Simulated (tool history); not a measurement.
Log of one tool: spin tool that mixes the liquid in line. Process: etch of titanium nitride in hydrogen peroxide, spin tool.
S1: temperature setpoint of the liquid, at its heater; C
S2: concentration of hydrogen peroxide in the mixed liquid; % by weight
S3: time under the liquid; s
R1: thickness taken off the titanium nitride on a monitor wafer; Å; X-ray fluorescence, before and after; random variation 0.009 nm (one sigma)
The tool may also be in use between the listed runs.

| run | hour | S1 | S2 | S3 | R1 |
|---|---|---|---|---|---|
| 1 | 0.0 | 46.0 | 15 | 40 | 6.8412 |
| 2 | 7.4 | 51.5 | 15 | 40 | 10.1580 |
| 3 | 15.6 | 52.0 | 15 | 40 | 10.5790 |
| 4 | 21.5 | 52.5 | 15 | 40 | 10.8460 |
| 5 | 24.1 | 53.0 | 15 | 40 | 11.2770 |
| 6 | 25.3 | 53.5 | 15 | 40 | 11.6730 |

Run 7 is up next; what results do you expect?
| 7 | 31.8 | 54.0 | 15 | 40 | ? |

Run 7 measured R1 12.1450 Å.

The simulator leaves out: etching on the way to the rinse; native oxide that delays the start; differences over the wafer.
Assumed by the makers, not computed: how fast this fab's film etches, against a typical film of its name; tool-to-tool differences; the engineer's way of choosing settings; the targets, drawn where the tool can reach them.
